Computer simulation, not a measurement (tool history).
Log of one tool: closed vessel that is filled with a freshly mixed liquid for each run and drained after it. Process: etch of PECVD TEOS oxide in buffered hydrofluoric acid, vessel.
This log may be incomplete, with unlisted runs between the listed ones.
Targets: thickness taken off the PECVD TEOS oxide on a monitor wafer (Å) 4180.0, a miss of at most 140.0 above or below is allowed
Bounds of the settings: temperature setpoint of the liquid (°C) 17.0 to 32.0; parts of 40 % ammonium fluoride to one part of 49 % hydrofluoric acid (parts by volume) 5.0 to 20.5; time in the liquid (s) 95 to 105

run  hour  temperature setpoint of the liquid (°C)  parts of 40 % ammonium fluoride to one part of 49 % hydrofluoric acid (parts by volume)  time in the liquid (s)  thickness taken off the PECVD TEOS oxide on a monitor wafer (Å)
  1   0.0                                     24.0                                                                                     12.5                      95                                                           2713.3
  2   8.8                                     25.0                                                                                     12.5                      95                                                           2889.9
  3  14.8                                     25.0                                                                                     12.5                      95                                                           2922.9
  4  22.2                                     25.0                                                                                     12.5                     105                                                           3206.3
  5  30.3                                     25.5                                                                                     12.5                     105                                                           3348.5
  6  36.9                                     22.5                                                                                     12.5                     105                                                           2811.7
  7  44.6                                     23.5                                                                                     12.5                     105                                                           2967.4
  8  46.8                                     24.0                                                                                     12.5                     105                                                           3043.1
  9  50.9                                     24.5                                                                                     12.5                     105                                                           3096.7
 10  57.8                                     25.0                                                                                     12.5                     105                                                           3194.5

4 candidate next runs follow, results not yet known. Just one meets every target within its allowed miss. Identify it.
  A  64.7                                     24.5                                                                                      8.5                     105                                                                ?
  B  64.7                                     25.5                                                                                     10.0                     105                                                                ?
  C  64.7                                     25.0                                                                                      8.5                     105                                                                ?
  D  64.7                                     27.0                                                                                     10.0                     105                                                                ?

move  thickness taken off the PECVD TEOS oxide on a monitor wafer (Å)
   A                                                           4466.5
   B                                                           4147.3
   C                                                           4589.2
   D                                                           4495.3
A: moves the result that the last run missed by most past its target, out the other side
B: meets every target
C: moves the result that the last run missed by most past its target, out the other side
D: moves the result that the last run missed by most past its target, out the other side
Move B is the one to make.

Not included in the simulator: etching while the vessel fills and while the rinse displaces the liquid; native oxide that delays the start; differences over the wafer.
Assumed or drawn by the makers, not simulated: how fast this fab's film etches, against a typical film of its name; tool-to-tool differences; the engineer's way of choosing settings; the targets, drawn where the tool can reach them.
